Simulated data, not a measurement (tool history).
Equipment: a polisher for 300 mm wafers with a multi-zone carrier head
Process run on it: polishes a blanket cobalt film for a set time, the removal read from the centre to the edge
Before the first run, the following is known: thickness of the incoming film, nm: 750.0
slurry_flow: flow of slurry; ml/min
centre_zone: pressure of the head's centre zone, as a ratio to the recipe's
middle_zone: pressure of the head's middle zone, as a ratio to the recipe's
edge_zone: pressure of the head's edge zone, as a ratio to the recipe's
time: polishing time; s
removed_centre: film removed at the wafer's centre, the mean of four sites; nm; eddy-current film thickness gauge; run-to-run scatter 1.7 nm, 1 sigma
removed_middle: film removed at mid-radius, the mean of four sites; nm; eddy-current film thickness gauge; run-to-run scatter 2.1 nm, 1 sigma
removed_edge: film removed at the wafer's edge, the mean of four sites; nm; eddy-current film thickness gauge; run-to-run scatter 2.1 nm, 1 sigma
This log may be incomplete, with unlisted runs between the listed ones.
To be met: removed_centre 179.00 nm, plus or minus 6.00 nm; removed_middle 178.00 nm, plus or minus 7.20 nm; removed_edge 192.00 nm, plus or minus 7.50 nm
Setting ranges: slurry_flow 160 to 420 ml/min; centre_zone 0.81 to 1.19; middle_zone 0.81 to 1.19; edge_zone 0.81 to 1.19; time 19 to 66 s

run    day  slurry_flow  centre_zone  middle_zone  edge_zone  time  removed_centre  removed_middle  removed_edge
  1  0.000          270         1.00         1.00       1.00    42          147.71          146.22        149.28
  2  0.338          270         1.00         1.06       1.00    42          148.69          152.14        151.18
  3  0.596          270         1.00         1.06       1.04    42          147.18          153.46        154.98
  4  0.908          270         1.08         1.06       1.04    42          158.97          154.60        155.86
  5  1.125          275         1.09         1.06       1.08    44          170.90          165.22        165.52
  6  1.233          275         1.17         1.06       1.08    44          179.43          162.19        163.56
     1.267  -- slurry nozzle cleaned
  7  1.267          275         1.13         1.05       1.11    45          182.61          172.52        171.03
  8  1.308          255         1.07         0.99       1.13    46          177.09          166.79        172.66
  9  1.450          260         1.03         0.97       1.15    47          173.11          168.76        181.32
 10  1.612          270         1.03         0.98       1.16    47          174.15          168.48        179.98
 11  1.917          270         1.03         0.98       1.16    47          175.23          169.33        184.76
 12  2.225          275         1.03         1.00       1.17    47          175.20          168.51        184.28
 13  2.396          270         1.03         1.02       1.17    47          177.72          172.30        183.84

Exactly one of the 4 candidate moves below puts every result within its allowed miss. Which one?
  A  2.567          210         1.03         1.00       1.17    50               ?               ?             ?
  B  2.567          420         1.01         0.81       1.19    47               ?               ?             ?
  C  2.567          360         1.02         0.88       1.19    47               ?               ?             ?
  D  2.567          290         1.09         0.87       1.17    48               ?               ?             ?

move  removed_centre  removed_middle  removed_edge
   A          183.22          178.21        191.34
   B          181.38          161.10        190.57
   C          180.96          165.72        188.82
   D          193.33          165.16        188.77
A: all results land within tolerance of their targets
B: puts the biggest miss on target and leaves a different result outside tolerance
C: puts the biggest miss on target and leaves a different result outside tolerance
D: puts the biggest miss on target and leaves a different result outside tolerance
The move that meets every target is A.
